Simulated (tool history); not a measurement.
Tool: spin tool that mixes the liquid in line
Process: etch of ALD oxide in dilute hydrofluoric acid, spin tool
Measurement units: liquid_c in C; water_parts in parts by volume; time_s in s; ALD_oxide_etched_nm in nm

run 1 hour=0 | liquid_c=24 water_parts=210 time_s=100 | ALD_oxide_etched_nm=11.301
run 2 hour=1.3 | liquid_c=24 water_parts=245 time_s=100 | ALD_oxide_etched_nm=9.6174
run 3 hour=4.2 | liquid_c=25.5 water_parts=230 time_s=100 | ALD_oxide_etched_nm=10.905
run 4 hour=8.9 | liquid_c=26.5 water_parts=220 time_s=100 | ALD_oxide_etched_nm=11.931
run 5 hour=12.4 | liquid_c=26.5 water_parts=220 time_s=105 | ALD_oxide_etched_nm=12.794
run 6 hour=18.8 | liquid_c=27.5 water_parts=215 time_s=105 | ALD_oxide_etched_nm=13.363
-- hour=24.5 thermometer replaced
run 7 hour=24.5 | liquid_c=28 water_parts=210 time_s=105 | ALD_oxide_etched_nm=14.706
run 8 hour=32.2 | liquid_c=28.5 water_parts=210 time_s=105 | ALD_oxide_etched_nm=15.211
run 9 hour=32.9 | liquid_c=29 water_parts=210 time_s=105 | ALD_oxide_etched_nm=15.106
run 10 hour=34.3 | liquid_c=29.5 water_parts=210 time_s=105 | ALD_oxide_etched_nm=15.479
run 11 hour=43.1 | liquid_c=30 water_parts=210 time_s=105 | ALD_oxide_etched_nm=15.674

What will run 12 give?
run 12 hour=43.9 | liquid_c=30.5 water_parts=210 time_s=105 | ALD_oxide_etched_nm=?

Logged for run 12: ALD_oxide_etched_nm 16.253 nm.
